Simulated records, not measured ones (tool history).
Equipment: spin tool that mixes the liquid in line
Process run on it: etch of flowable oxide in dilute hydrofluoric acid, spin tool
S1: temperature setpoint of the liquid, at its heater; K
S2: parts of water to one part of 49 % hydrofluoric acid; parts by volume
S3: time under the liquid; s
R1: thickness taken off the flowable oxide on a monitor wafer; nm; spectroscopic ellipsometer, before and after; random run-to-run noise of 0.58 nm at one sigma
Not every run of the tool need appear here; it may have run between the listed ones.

run,hour,S1,S2,S3,R1
1,0.0,298.15,140,60,20.301
2,2.4,296.65,140,60,19.336
3,8.0,298.65,110,60,27.724
4,10.7,298.65,150,60,19.321
5,16.0,298.65,120,60,25.124
6,21.8,298.65,155,60,18.611
7,29.9,300.65,125,60,25.407
8,32.3,300.65,125,60,25.438

Expected results for the next run?
9,35.1,301.65,100,60,?

R1: 33.686 nm
